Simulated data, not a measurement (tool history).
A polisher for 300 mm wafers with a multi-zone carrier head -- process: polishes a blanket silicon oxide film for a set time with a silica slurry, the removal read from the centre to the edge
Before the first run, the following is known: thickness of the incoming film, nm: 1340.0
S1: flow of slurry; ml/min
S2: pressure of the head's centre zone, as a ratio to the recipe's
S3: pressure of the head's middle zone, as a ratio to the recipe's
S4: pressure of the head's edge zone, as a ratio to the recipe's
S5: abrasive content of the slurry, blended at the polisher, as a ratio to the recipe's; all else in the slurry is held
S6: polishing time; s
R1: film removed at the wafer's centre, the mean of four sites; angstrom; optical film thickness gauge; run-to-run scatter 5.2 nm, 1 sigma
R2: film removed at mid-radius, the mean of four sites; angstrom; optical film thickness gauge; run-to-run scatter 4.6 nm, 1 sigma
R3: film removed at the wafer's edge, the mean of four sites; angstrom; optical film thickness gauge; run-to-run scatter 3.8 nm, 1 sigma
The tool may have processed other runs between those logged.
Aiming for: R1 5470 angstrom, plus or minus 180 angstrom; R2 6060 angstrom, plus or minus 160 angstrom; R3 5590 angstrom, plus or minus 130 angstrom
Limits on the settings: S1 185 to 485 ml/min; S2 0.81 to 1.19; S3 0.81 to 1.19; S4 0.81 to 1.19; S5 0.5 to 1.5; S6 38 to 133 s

run 1 hour=0 | S1=310 S2=1 S3=1 S4=1 S5=1 S6=85 | R1=4147 R2=4101.5 R3=4237.2
run 2 hour=7.6 | S1=380 S2=1 S3=1 S4=1 S5=1 S6=85 | R1=4220.6 R2=4198.9 R3=4326.5
run 3 hour=12.6 | S1=380 S2=1 S3=1 S4=1 S5=0.85 S6=85 | R1=4014.6 R2=3969 R3=3990.7
run 4 hour=18.7 | S1=380 S2=1 S3=1 S4=0.97 S5=0.85 S6=85 | R1=4000.9 R2=4000.8 R3=3985.3
run 5 hour=23.7 | S1=380 S2=1 S3=1 S4=0.92 S5=0.85 S6=85 | R1=4055.6 R2=3989.4 R3=3883.5
run 6 hour=30.6 | S1=380 S2=0.93 S3=1 S4=0.92 S5=0.85 S6=85 | R1=3667.8 R2=3952.7 R3=3870.8
run 7 hour=34.3 | S1=380 S2=0.93 S3=1 S4=0.92 S5=0.85 S6=85 | R1=3726 R2=4011.6 R3=3848.2
run 8 hour=42.9 | S1=385 S2=0.95 S3=1.03 S4=0.94 S5=0.95 S6=85 | R1=3944.3 R2=4270.2 R3=4085.9
run 9 hour=46.5 | S1=390 S2=0.97 S3=1.05 S4=0.96 S5=1.05 S6=85 | R1=4180.8 R2=4490.6 R3=4253.8
run 10 hour=48 | S1=395 S2=0.98 S3=1.07 S4=0.98 S5=1.1 S6=86 | R1=4299.7 R2=4648 R3=4380.3
run 11 hour=49.7 | S1=395 S2=0.99 S3=1.08 S4=0.99 S5=1.15 S6=87 | R1=4561.9 R2=4866.7 R3=4535.8
run 12 hour=52.1 | S1=395 S2=0.99 S3=1.09 S4=1.01 S5=1.2 S6=87 | R1=4650.8 R2=4941.2 R3=4719
run 13 hour=53.7 | S1=400 S2=0.99 S3=1.1 S4=1.02 S5=1.25 S6=87 | R1=4662.1 R2=5134.3 R3=4818.9
run 14 hour=58.3 | S1=405 S2=1 S3=1.11 S4=1.03 S5=1.3 S6=87 | R1=4765.5 R2=5160.7 R3=4881.2
run 15 hour=59.6 | S1=405 S2=1 S3=1.12 S4=1.04 S5=1.35 S6=88 | R1=4871.2 R2=5375.8 R3=5006.1

Consider the 5 candidate settings below. Which is the only one whose results all fall within their allowed miss of target?
run A hour=60.9 | S1=485 S2=1.01 S3=1.16 S4=1.09 S5=1.35 S6=95 | R1=? R2=? R3=?
run B hour=60.9 | S1=315 S2=1 S3=1.06 S4=1.02 S5=1.5 S6=96 | R1=? R2=? R3=?
run C hour=60.9 | S1=315 S2=0.97 S3=0.99 S4=1.05 S5=1.45 S6=101 | R1=? R2=? R3=?
run D hour=60.9 | S1=380 S2=0.85 S3=1.03 S4=1.18 S5=1.35 S6=94 | R1=? R2=? R3=?
run E hour=60.9 | S1=370 S2=1.07 S3=0.82 S4=1.17 S5=1.3 S6=98 | R1=? R2=? R3=?

move=A R1=5468.8 R2=6030.4 R3=5539.8
move=B R1=5484.3 R2=5675.9 R3=5500.9
move=C R1=5531.3 R2=5574.3 R3=5807.7
move=D R1=4467.9 R2=5312.5 R3=5643.1
move=E R1=5779.3 R2=4509.1 R3=5791.4
A: all results in spec
B: brings the result that was furthest off to its target, and leaves another outside
C: moves the result that the last run missed by most past its target, out the other side
D: brings the result that was furthest off to its target, and leaves another outside
E: moves the result that the last run missed by most past its target, out the other side
Move A is the one to make.
